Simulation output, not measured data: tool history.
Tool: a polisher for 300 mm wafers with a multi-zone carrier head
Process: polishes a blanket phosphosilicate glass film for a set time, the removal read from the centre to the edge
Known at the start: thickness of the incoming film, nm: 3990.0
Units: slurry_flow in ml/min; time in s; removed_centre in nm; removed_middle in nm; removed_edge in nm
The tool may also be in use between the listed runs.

run,hour,slurry_flow,centre_zone,middle_zone,edge_zone,slurry_solids,time,removed_centre,removed_middle,removed_edge
1,0.0,135,1.00,1.00,1.00,1.00,39,283.91,275.52,285.88
2,6.7,135,0.93,1.00,1.00,1.00,39,263.52,276.53,283.35
3,11.9,105,0.93,1.00,1.00,1.00,39,247.07,259.56,270.85
4,17.1,125,0.93,1.00,1.00,1.00,39,260.50,270.49,277.08
5,20.9,125,0.85,1.00,1.00,1.00,39,241.66,269.22,276.73
6,28.3,135,0.89,1.01,1.01,1.05,39,261.46,286.30,292.46
7,29.3,135,0.89,1.01,1.01,1.05,39,260.59,287.38,293.96
8,35.4,145,0.93,1.02,1.01,1.05,39,275.28,292.70,292.82
9,39.8,150,0.96,1.02,1.02,1.10,39,290.56,303.80,304.43
10,40.7,155,0.99,1.02,1.03,1.10,39,301.78,301.04,307.27
11,49.3,160,1.01,1.03,1.04,1.15,39,311.82,316.07,308.96
12,54.8,165,1.02,1.02,1.04,1.20,39,323.63,320.35,317.32
13,56.5,170,1.03,1.02,1.05,1.20,39,328.05,320.20,321.84
14,62.7,175,1.04,1.02,1.06,1.20,39,333.83,321.48,321.68
15,67.1,175,1.04,1.02,1.06,1.20,39,335.16,326.23,323.54
16,72.5,175,1.05,1.02,1.07,1.20,39,330.50,326.53,322.12
17,80.6,175,1.06,1.02,1.07,1.25,39,341.91,325.04,332.65
18,85.5,180,1.07,1.02,1.07,1.25,39,347.52,322.41,335.33
19,88.4,185,1.08,1.03,1.07,1.25,39,358.13,330.64,338.68

Run 20 comes next. What will it give?
20,96.4,185,1.08,1.04,1.07,1.25,39,?,?,?

Run 20 gave removed_centre 354.03 nm, removed_middle 335.69 nm, removed_edge 340.46 nm.
